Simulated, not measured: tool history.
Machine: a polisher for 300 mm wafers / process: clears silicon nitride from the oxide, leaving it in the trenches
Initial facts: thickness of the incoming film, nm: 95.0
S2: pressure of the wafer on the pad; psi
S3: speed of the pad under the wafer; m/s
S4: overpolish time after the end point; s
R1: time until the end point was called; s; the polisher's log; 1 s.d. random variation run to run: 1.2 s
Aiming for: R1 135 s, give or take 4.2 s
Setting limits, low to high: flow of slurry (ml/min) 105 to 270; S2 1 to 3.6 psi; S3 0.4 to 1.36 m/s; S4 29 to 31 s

run 1 hour=0 | flow_of_slurry_(ml/min)=175 S2=2.3 S3=0.88 S4=29 | R1=165.53
run 2 hour=6.9 | flow_of_slurry_(ml/min)=175 S2=2.7 S3=0.88 S4=29 | R1=143.51
run 3 hour=14.9 | flow_of_slurry_(ml/min)=175 S2=3 S3=0.88 S4=29 | R1=126.21
run 4 hour=23.8 | flow_of_slurry_(ml/min)=195 S2=3 S3=0.88 S4=29 | R1=126.66
run 5 hour=29.1 | flow_of_slurry_(ml/min)=195 S2=2.9 S3=0.88 S4=29 | R1=129.96
run 6 hour=33.1 | flow_of_slurry_(ml/min)=195 S2=3.4 S3=0.88 S4=29 | R1=113.06
run 7 hour=38.8 | flow_of_slurry_(ml/min)=195 S2=3.3 S3=0.88 S4=29 | R1=116.72
run 8 hour=41.2 | flow_of_slurry_(ml/min)=195 S2=3.2 S3=0.88 S4=29 | R1=119.88
run 9 hour=49.1 | flow_of_slurry_(ml/min)=195 S2=3 S3=0.88 S4=29 | R1=126.03
run 10 hour=57.5 | flow_of_slurry_(ml/min)=190 S2=3 S3=0.88 S4=29 | R1=125.86

Next run, 4 choices. One meets every target within its allowed miss, the rest don't. Which?
run A hour=65.9 | flow_of_slurry_(ml/min)=190 S2=3.4 S3=0.86 S4=29 | R1=?
run B hour=65.9 | flow_of_slurry_(ml/min)=170 S2=2.4 S3=0.96 S4=29 | R1=?
run C hour=65.9 | flow_of_slurry_(ml/min)=195 S2=2.9 S3=0.86 S4=29 | R1=?
run D hour=65.9 | flow_of_slurry_(ml/min)=165 S2=2.9 S3=0.82 S4=29 | R1=?

move=A R1=115.2
move=B R1=144.62
move=C R1=132.76
move=D R1=142.82
A: further off than the last run
B: carries the result that was furthest off beyond its target, to the other side
C: all results in spec
D: carries the result that was furthest off beyond its target, to the other side
The right move is C.

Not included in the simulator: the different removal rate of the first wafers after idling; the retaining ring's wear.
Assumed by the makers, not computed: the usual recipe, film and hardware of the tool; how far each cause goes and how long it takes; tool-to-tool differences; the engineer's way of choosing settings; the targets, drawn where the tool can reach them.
